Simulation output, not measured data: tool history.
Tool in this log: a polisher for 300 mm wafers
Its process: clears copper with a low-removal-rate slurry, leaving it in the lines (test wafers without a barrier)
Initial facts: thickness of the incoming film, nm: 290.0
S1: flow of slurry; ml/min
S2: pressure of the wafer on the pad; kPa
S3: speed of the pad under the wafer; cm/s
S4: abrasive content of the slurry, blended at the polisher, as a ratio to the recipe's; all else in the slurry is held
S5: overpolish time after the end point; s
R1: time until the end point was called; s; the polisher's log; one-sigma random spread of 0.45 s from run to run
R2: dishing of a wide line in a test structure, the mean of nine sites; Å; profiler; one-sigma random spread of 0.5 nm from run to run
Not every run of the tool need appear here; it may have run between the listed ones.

| run | hour | S1 | S2 | S3 | S4 | S5 | R1 | R2 |
|---|---|---|---|---|---|---|---|---|
| 1 | 0 | 165 | 17.9 | 120 | 1 | 19 | 76.429 | 380.45 |
| 2 | 4.2 | 165 | 14.5 | 120 | 1 | 19 | 94.842 | 332.38 |
| 3 | 5.7 | 170 | 16.5 | 120 | 1 | 17 | 81.485 | 330.32 |
| 4 | 6.6 | 170 | 16.5 | 120 | 1.1 | 17 | 81.564 | 340.1 |
| 5 | 11.8 | 175 | 18.6 | 120 | 1.05 | 15 | 73.812 | 338.96 |
| 6 | 17.7 | 175 | 18.6 | 94 | 1.05 | 15 | 87.661 | 301.64 |
| 7 | 21.1 | 175 | 20 | 100 | 0.95 | 13 | 78.591 | 272.06 |
| 8 | 29.5 | 180 | 21.4 | 104 | 0.9 | 13 | 73.016 | 305.13 |
| 9 | 36.6 | 175 | 22.8 | 112 | 0.85 | 12 | 66.313 | 318.31 |
| 10 | 39.6 | 190 | 23.4 | 116 | 0.8 | 11 | 62.276 | 301.96 |
| 11 | 47.8 | 195 | 24.1 | 120 | 0.8 | 10 | 57.471 | 300.15 |
|  | 51.2 | slurry blender recalibrated |
| 12 | 51.2 | 200 | 24.8 | 122 | 0.8 | 10 | 52.971 | 316.42 |
| 13 | 58 | 210 | 25.5 | 122 | 0.8 | 10 | 51.369 | 326.58 |

Run 14 comes next. What will it give?
| 14 | 62.8 | 215 | 26.2 | 122 | 0.8 | 9 | ? | ? |

R1: 50.394 s
R2: 310.22 Å
